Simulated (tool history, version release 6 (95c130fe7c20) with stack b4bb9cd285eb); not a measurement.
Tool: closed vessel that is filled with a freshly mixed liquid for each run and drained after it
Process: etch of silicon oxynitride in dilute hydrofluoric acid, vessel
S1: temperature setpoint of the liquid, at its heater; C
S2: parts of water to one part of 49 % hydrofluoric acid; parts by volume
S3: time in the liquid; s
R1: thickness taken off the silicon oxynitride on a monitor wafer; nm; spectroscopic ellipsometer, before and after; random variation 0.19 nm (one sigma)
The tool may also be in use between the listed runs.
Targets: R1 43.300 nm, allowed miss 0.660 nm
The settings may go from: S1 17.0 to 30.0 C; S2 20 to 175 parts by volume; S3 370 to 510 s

run,hour,S1,S2,S3,R1
1,0.0,22.0,95,510,14.169
2,3.3,18.5,95,510,11.949
3,9.1,18.5,75,510,15.354
4,11.1,17.0,75,510,14.187
5,16.2,17.0,40,510,27.476
6,24.4,19.0,40,510,30.575
7,31.1,20.5,40,510,32.703
8,32.9,21.5,40,510,34.448
9,40.8,22.5,40,510,36.020
10,47.9,23.5,40,510,38.163
11,49.4,24.0,40,510,38.986
12,50.6,24.5,40,510,39.839

Which of these 4 next moves meets every target?
A,51.8,25.0,40,485,?
B,51.8,24.0,40,495,?
C,51.8,27.5,40,480,?
D,51.8,24.5,35,500,?

move,R1
A,38.739
B,37.654
C,43.247
D,44.740
A: further off than the last run
B: further off than the last run
C: meets every target
D: takes the result that was furthest off past its target
The right move is C.
